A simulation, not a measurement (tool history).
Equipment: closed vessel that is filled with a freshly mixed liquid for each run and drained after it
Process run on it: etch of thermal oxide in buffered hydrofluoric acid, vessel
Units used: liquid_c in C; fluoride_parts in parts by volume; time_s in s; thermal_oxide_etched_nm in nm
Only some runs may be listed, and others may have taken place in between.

Run 1, hour 0.0: liquid_c 22.0 C, fluoride_parts 18.0 parts by volume, time_s 90 s. Result: thermal_oxide_etched_nm 45.176 nm.
Run 2, hour 2.0: liquid_c 22.0 C, fluoride_parts 14.5 parts by volume, time_s 90 s. Result: thermal_oxide_etched_nm 55.055 nm.
Run 3, hour 8.8: liquid_c 21.0 C, fluoride_parts 15.0 parts by volume, time_s 90 s. Result: thermal_oxide_etched_nm 50.551 nm.
Run 4, hour 10.6: liquid_c 21.0 C, fluoride_parts 15.0 parts by volume, time_s 95 s. Result: thermal_oxide_etched_nm 52.904 nm.
Run 5, hour 16.0: liquid_c 21.0 C, fluoride_parts 15.0 parts by volume, time_s 95 s. Result: thermal_oxide_etched_nm 54.157 nm.
Run 6, hour 21.6: liquid_c 21.0 C, fluoride_parts 18.5 parts by volume, time_s 95 s. Result: thermal_oxide_etched_nm 43.188 nm.

Forecast run 7:
Run 7, hour 23.5: liquid_c 20.5 C, fluoride_parts 18.5 parts by volume, time_s 95 s. Result: thermal_oxide_etched_nm ?.

thermal_oxide_etched_nm: 42.217 nm
